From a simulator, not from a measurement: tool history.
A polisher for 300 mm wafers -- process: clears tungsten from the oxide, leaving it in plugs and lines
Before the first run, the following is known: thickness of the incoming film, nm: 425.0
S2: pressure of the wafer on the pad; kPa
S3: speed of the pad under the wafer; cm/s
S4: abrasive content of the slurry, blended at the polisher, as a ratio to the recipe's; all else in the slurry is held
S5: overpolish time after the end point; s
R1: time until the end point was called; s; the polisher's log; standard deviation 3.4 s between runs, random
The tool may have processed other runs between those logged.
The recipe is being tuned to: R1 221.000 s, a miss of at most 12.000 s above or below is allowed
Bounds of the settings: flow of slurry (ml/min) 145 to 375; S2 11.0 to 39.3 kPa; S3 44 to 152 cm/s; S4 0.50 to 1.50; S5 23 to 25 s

{"run": 1, "hour": 0.0, "flow of slurry (ml/min)": 240, "S2": 24.8, "S3": 98, "S4": 1.0, "S5": 23, "R1": 99.269}
{"run": 2, "hour": 3.9, "flow of slurry (ml/min)": 240, "S2": 20.7, "S3": 90, "S4": 1.0, "S5": 23, "R1": 133.6}
{"run": 3, "hour": 9.0, "flow of slurry (ml/min)": 240, "S2": 20.7, "S3": 82, "S4": 1.0, "S5": 23, "R1": 141.54}
{"run": 4, "hour": 10.7, "flow of slurry (ml/min)": 240, "S2": 17.9, "S3": 80, "S4": 1.0, "S5": 23, "R1": 169.56}
{"run": 5, "hour": 12.7, "flow of slurry (ml/min)": 240, "S2": 17.9, "S3": 80, "S4": 1.2, "S5": 23, "R1": 159.11}
{"run": 6, "hour": 18.8, "flow of slurry (ml/min)": 265, "S2": 17.9, "S3": 80, "S4": 1.2, "S5": 23, "R1": 158.08}
{"run": 7, "hour": 24.0, "flow of slurry (ml/min)": 265, "S2": 15.9, "S3": 80, "S4": 1.2, "S5": 23, "R1": 178.01}
{"run": 8, "hour": 31.3, "flow of slurry (ml/min)": 265, "S2": 14.5, "S3": 80, "S4": 1.2, "S5": 23, "R1": 193.67}
{"run": 9, "hour": 39.4, "flow of slurry (ml/min)": 265, "S2": 13.8, "S3": 80, "S4": 1.2, "S5": 23, "R1": 197.01}

Which one of the following 4 next-run settings gets every result inside its allowed miss? There is exactly one.
{"run": "A", "hour": 47.5, "flow of slurry (ml/min)": 275, "S2": 18.6, "S3": 62, "S4": 1.2, "S5": 23, "R1": "?"}
{"run": "B", "hour": 47.5, "flow of slurry (ml/min)": 240, "S2": 15.9, "S3": 76, "S4": 1.3, "S5": 25, "R1": "?"}
{"run": "C", "hour": 47.5, "flow of slurry (ml/min)": 175, "S2": 12.4, "S3": 92, "S4": 0.95, "S5": 23, "R1": "?"}
{"run": "D", "hour": 47.5, "flow of slurry (ml/min)": 155, "S2": 13.8, "S3": 102, "S4": 1.45, "S5": 23, "R1": "?"}

move=A R1=194.600
move=B R1=184.810
move=C R1=218.120
move=D R1=163.430
A: its largest miss is bigger than the last run's
B: its largest miss is bigger than the last run's
C: hits every target within its allowed miss
D: its largest miss is bigger than the last run's
C is the move that brings every result within its allowed miss.

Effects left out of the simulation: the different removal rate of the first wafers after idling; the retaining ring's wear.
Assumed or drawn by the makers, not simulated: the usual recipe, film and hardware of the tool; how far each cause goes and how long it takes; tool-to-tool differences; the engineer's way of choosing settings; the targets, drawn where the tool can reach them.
